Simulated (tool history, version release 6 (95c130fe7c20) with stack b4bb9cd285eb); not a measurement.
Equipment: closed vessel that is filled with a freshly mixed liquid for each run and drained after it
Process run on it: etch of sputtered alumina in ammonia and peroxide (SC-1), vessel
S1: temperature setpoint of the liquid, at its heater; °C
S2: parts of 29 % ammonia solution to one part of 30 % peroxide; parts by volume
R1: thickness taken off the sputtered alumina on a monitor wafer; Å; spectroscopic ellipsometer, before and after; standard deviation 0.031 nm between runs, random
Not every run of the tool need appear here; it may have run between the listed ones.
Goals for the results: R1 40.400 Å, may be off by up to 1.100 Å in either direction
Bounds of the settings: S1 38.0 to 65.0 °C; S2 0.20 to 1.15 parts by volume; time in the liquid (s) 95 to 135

Run 1, day 0.000: S1 49.0 °C, S2 0.65 parts by volume, time in the liquid (s) 135. Result: R1 73.803 Å.
Run 2, day 0.046: S1 49.0 °C, S2 0.85 parts by volume, time in the liquid (s) 135. Result: R1 76.004 Å.
Run 3, day 0.162: S1 49.0 °C, S2 0.75 parts by volume, time in the liquid (s) 135. Result: R1 74.595 Å.
Run 4, day 0.412: S1 53.0 °C, S2 0.75 parts by volume, time in the liquid (s) 135. Result: R1 93.247 Å.
Run 5, day 0.783: S1 53.0 °C, S2 0.55 parts by volume, time in the liquid (s) 135. Result: R1 91.525 Å.
Run 6, day 0.817: S1 51.0 °C, S2 0.55 parts by volume, time in the liquid (s) 135. Result: R1 80.763 Å.
Run 7, day 0.854: S1 49.5 °C, S2 0.55 parts by volume, time in the liquid (s) 135. Result: R1 73.939 Å.
Run 8, day 1.042: S1 48.0 °C, S2 0.55 parts by volume, time in the liquid (s) 135. Result: R1 69.275 Å.
Run 9, day 1.408: S1 46.5 °C, S2 0.55 parts by volume, time in the liquid (s) 135. Result: R1 63.174 Å.
Run 10, day 1.483: S1 45.5 °C, S2 0.55 parts by volume, time in the liquid (s) 135. Result: R1 59.589 Å.
Run 11, day 1.658: S1 44.5 °C, S2 0.55 parts by volume, time in the liquid (s) 135. Result: R1 57.269 Å.
Run 12, day 1.883: S1 43.5 °C, S2 0.55 parts by volume, time in the liquid (s) 135. Result: R1 53.708 Å.
Run 13, day 2.212: S1 43.0 °C, S2 0.55 parts by volume, time in the liquid (s) 135. Result: R1 51.858 Å.
Run 14, day 2.508: S1 42.5 °C, S2 0.55 parts by volume, time in the liquid (s) 135. Result: R1 49.230 Å.
Run 15, day 2.733: S1 42.0 °C, S2 0.55 parts by volume, time in the liquid (s) 135. Result: R1 48.285 Å.
Run 16, day 2.854: S1 41.5 °C, S2 0.55 parts by volume, time in the liquid (s) 135. Result: R1 46.692 Å.
Run 17, day 3.154: S1 41.5 °C, S2 0.55 parts by volume, time in the liquid (s) 135. Result: R1 46.919 Å.
Run 18, day 3.392: S1 41.0 °C, S2 0.55 parts by volume, time in the liquid (s) 135. Result: R1 45.863 Å.
Run 19, day 3.679: S1 40.5 °C, S2 0.55 parts by volume, time in the liquid (s) 135. Result: R1 44.783 Å.
Run 20, day 4.033: S1 39.5 °C, S2 0.55 parts by volume, time in the liquid (s) 135. Result: R1 42.058 Å.

5 candidate next runs follow, results not yet known. Just one meets every target within its allowed miss. Identify it.
Run A, day 4.388: S1 40.5 °C, S2 0.50 parts by volume, time in the liquid (s) 135. Result: R1 ?.
Run B, day 4.388: S1 40.0 °C, S2 0.50 parts by volume, time in the liquid (s) 135. Result: R1 ?.
Run C, day 4.388: S1 41.0 °C, S2 0.50 parts by volume, time in the liquid (s) 135. Result: R1 ?.
Run D, day 4.388: S1 38.5 °C, S2 0.60 parts by volume, time in the liquid (s) 135. Result: R1 ?.
Run E, day 4.388: S1 41.0 °C, S2 0.40 parts by volume, time in the liquid (s) 130. Result: R1 ?.

move      R1
   A  44.098
   B  42.818
   C  45.411
   D  39.860
   E  42.808
A: lands further from the targets than the last run did
B: lands further from the targets than the last run did
C: lands further from the targets than the last run did
D: hits every target within its allowed miss
E: lands further from the targets than the last run did
The move that meets every target is D.
